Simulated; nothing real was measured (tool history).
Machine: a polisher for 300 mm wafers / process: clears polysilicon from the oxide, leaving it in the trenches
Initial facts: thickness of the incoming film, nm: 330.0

| run | hour | flow of slurry (ml/min) | pressure of the wafer on the pad (kPa) | speed of the pad under the wafer (m/s) | overpolish time after the end point (s) | time until the end point was called (s) | dishing of a wide line in a test structure (Å) |
|---|---|---|---|---|---|---|---|
| 1 | 0 | 160 | 22.8 | 0.96 | 13 | 18.117 | 428.88 |
| 2 | 2.3 | 160 | 17.9 | 0.96 | 13 | 22.717 | 427.04 |
| 3 | 8.2 | 160 | 20 | 0.96 | 12 | 20.315 | 428.91 |
| 4 | 11.7 | 125 | 20 | 0.96 | 12 | 21.411 | 426.53 |
| 5 | 15.8 | 125 | 16.5 | 0.96 | 12 | 24.583 | 420.87 |
| 6 | 23.3 | 120 | 18.6 | 0.98 | 11 | 22.356 | 425.63 |
| 7 | 24.2 | 120 | 18.6 | 0.98 | 11 | 21.984 | 421.21 |
|  | 32.4 | slurry nozzle cleaned |
| 8 | 32.4 | 120 | 20.7 | 0.98 | 11 | 18.978 | 429.31 |
| 9 | 40.7 | 125 | 25.5 | 1.08 | 5 | 15.195 | 388.88 |

Estimate the outcome of run 10 from the log above:
| 10 | 44.3 | 125 | 25.5 | 1.08 | 6 | ? | ? |

time until the end point was called (s): 14.838
dishing of a wide line in a test structure (Å): 414.09

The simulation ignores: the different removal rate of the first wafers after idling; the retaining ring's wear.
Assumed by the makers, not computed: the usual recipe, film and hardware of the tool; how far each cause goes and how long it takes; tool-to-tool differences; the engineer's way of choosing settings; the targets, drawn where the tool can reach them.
